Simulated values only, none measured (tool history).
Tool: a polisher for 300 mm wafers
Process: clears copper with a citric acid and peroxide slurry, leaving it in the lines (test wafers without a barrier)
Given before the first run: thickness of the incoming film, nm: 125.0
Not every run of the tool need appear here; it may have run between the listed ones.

run,hour,flow of slurry (ml/min),pressure of the wafer on the pad (kPa),speed of the pad under the wafer (cm/s),abrasive content of the slurry,overpolish time after the end point (s),time until the end point was called (s),dishing of a wide line in a test structure (nm)
1,0,145,17.9,92,1,20,56.126,28.519
2,3.2,145,15.2,92,1,20,63.984,24.69
3,9.8,110,15.2,92,1,20,67.458,23.337
4,14.1,110,15.2,92,1.1,20,67.191,24.65
5,22.9,110,17.2,92,1.1,20,60.16,27.43
6,31.5,110,17.2,108,1.1,20,50.088,30.702

What does the tool deliver on the next run?
7,33.6,110,16.5,106,1.1,20,?,?

time until the end point was called (s): 53.242
dishing of a wide line in a test structure (nm): 28.174
